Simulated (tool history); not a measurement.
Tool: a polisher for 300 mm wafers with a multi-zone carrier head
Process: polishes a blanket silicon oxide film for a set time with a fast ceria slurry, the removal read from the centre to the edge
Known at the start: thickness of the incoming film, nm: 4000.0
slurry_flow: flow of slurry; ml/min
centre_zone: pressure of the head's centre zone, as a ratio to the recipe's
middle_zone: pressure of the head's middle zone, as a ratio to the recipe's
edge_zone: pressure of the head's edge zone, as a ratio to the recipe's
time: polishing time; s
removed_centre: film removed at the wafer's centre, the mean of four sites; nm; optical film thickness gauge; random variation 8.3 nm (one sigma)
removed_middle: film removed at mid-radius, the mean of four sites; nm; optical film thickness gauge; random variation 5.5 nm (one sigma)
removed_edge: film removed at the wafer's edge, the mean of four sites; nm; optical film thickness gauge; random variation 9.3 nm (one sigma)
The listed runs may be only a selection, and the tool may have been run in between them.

run,day,slurry_flow,centre_zone,middle_zone,edge_zone,time,removed_centre,removed_middle,removed_edge
1,0,200,1,1,1,56,852.07,843.99,828.52
2,0.246,200,1,1,0.96,56,867.99,851.32,822.47
3,0.508,200,1,1,1.02,56,854.08,852.4,862.68
4,0.712,190,0.97,0.97,1.01,55,800.88,828.04,836.11
5,0.871,185,0.96,0.93,1.01,54,777.43,779.83,799
6,0.992,175,0.95,0.91,1.03,54,762.51,770.93,823.37
7,1.283,170,0.94,0.89,1.03,54,754.72,759.75,818.65
8,1.421,165,0.93,0.87,1.03,54,754.01,743.39,811.78
9,1.588,160,0.92,0.86,1.03,54,726.18,729.02,810.3

Run 10 has not been measured yet. What should we expect?
10,1.621,155,0.92,0.86,1.03,54,?,?,?

{"run 10": {"removed_centre": 729, "removed_middle": 735.29, "removed_edge": 807.62}}

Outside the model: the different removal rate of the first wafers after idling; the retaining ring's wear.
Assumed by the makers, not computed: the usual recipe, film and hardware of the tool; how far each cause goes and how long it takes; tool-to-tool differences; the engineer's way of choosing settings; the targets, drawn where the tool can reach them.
